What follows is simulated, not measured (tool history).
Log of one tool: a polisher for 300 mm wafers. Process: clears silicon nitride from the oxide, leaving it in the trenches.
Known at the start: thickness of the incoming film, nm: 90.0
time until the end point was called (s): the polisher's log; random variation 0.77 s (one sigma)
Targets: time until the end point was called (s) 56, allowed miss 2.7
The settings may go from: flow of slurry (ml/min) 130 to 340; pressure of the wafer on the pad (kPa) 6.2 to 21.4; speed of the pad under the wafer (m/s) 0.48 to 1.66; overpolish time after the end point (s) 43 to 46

run  hour  flow of slurry (ml/min)  pressure of the wafer on the pad (kPa)  speed of the pad under the wafer (m/s)  overpolish time after the end point (s)  time until the end point was called (s)
  1     0                      220                                    13.8                                    1.06                                       43                                   103.51
  2   8.2                      220                                    15.2                                    1.08                                       43                                   95.346
  3  13.9                      220                                    15.9                                    1.12                                       43                                   88.589
  4  19.6                      220                                    16.5                                    1.14                                       43                                   83.756
  5  26.9                      220                                    17.9                                    1.14                                       43                                   75.526
  6  30.2                      220                                    18.6                                    1.16                                       43                                   72.559
  7  36.6                      220                                    19.3                                    1.18                                       43                                   69.587
  8  41.8                      220                                    19.3                                     1.2                                       43                                   68.822
  9  44.1                      220                                    19.3                                    1.22                                       43                                   67.585
 10  52.6                      220                                    19.3                                    1.24                                       43                                   66.808
 11  60.1                      220                                    19.3                                    1.26                                       43                                   65.747
 12  63.3                      220                                    20.7                                     1.3                                       43                                   59.914

Which of these 5 next moves meets every target?
  A  66.5                      205                                    18.6                                    1.58                                       46                                        ?
  B  66.5                      220                                    20.7                                     1.2                                       46                                        ?
  C  66.5                      265                                    18.6                                    1.24                                       46                                        ?
  D  66.5                      260                                      20                                    1.24                                       46                                        ?
  E  66.5                      265                                    21.4                                     1.1                                       43                                        ?

move  time until the end point was called (s)
   A                                    56.06
   B                                   63.407
   C                                   67.182
   D                                   62.754
   E                                   64.798
A: meets every target
B: further off than the last run
C: further off than the last run
D: further off than the last run
E: further off than the last run
Move A is the one to make.
